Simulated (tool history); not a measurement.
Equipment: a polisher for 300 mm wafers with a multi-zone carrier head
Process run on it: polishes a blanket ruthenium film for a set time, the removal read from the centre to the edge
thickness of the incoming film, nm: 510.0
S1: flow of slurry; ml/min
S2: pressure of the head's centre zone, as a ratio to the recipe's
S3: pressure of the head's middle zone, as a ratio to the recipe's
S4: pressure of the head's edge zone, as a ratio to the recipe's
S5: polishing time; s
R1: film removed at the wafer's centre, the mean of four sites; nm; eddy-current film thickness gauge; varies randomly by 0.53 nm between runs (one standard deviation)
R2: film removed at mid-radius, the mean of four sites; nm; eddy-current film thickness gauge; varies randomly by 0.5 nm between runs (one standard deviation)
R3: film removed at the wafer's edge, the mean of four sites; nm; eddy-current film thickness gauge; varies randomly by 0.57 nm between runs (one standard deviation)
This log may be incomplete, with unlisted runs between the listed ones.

| run | day | S1 | S2 | S3 | S4 | S5 | R1 | R2 | R3 |
|---|---|---|---|---|---|---|---|---|---|
| 1 | 0.000 | 260 | 1.00 | 1.00 | 1.00 | 74 | 89.830 | 89.145 | 86.373 |
| 2 | 0.042 | 260 | 1.04 | 1.00 | 1.00 | 74 | 93.559 | 91.275 | 85.727 |
| 3 | 0.392 | 260 | 1.04 | 1.08 | 1.00 | 74 | 91.764 | 95.333 | 86.408 |
| 4 | 0.729 | 225 | 0.99 | 1.05 | 0.93 | 60 | 70.409 | 74.672 | 68.917 |
| 5 | 0.971 | 285 | 0.99 | 1.05 | 0.93 | 60 | 72.563 | 75.379 | 68.219 |
| 6 | 1.342 | 310 | 0.94 | 1.04 | 0.89 | 51 | 57.379 | 64.231 | 58.152 |
| 7 | 1.471 | 335 | 0.94 | 1.03 | 0.86 | 45 | 53.130 | 57.167 | 49.633 |

Estimate the outcome of run 8 from the log above:
| 8 | 1.525 | 340 | 0.92 | 1.01 | 0.84 | 43 | ? | ? | ? |

R1: 47.522 nm
R2: 53.534 nm
R3: 48.018 nm
